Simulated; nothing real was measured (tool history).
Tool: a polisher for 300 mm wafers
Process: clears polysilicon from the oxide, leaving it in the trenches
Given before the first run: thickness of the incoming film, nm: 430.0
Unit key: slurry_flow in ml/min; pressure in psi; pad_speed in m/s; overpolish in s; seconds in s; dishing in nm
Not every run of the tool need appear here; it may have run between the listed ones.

| run | hour | slurry_flow | pressure | pad_speed | overpolish | seconds | dishing |
|---|---|---|---|---|---|---|---|
| 1 | 0 | 315 | 2 | 0.78 | 13 | 46.546 | 47.307 |
| 2 | 1 | 240 | 2 | 0.78 | 13 | 48.957 | 47.552 |
| 3 | 6.4 | 240 | 2 | 0.62 | 13 | 59.454 | 43.896 |
| 4 | 12.1 | 240 | 1.8 | 0.62 | 13 | 68.025 | 42.647 |
| 5 | 19.7 | 240 | 1.4 | 0.62 | 13 | 82.524 | 36.27 |
| 6 | 26.2 | 245 | 1.5 | 0.62 | 14 | 79.288 | 39.292 |

Predict the results of run 7:
| 7 | 34.9 | 250 | 1.6 | 0.62 | 15 | ? | ? |

Run 7 came out at seconds 74.538 s, dishing 43.378 nm.
